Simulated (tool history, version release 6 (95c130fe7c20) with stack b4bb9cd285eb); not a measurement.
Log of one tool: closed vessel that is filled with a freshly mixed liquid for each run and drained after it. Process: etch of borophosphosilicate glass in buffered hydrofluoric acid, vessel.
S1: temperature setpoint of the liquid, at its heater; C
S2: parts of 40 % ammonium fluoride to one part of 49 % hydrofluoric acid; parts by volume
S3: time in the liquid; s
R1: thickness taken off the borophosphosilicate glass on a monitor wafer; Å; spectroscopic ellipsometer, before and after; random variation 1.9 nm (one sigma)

run	day	S1	S2	S3	R1
1	0.000	20.0	13.5	100	1513.1
2	0.071	20.0	13.5	100	1543.7
3	0.308	21.5	13.5	100	1674.4
4	0.388	19.5	13.5	100	1494.9
5	0.429	19.5	13.5	110	1631.1
6	0.708	20.5	13.5	110	1723.2
7	0.850	21.5	13.5	110	1835.1
8	0.979	22.0	13.5	110	1895.6

The next listed run, before its measurement:
9	1.058	22.5	13.5	110	?

Run 9 gave R1 1940.4 Å.
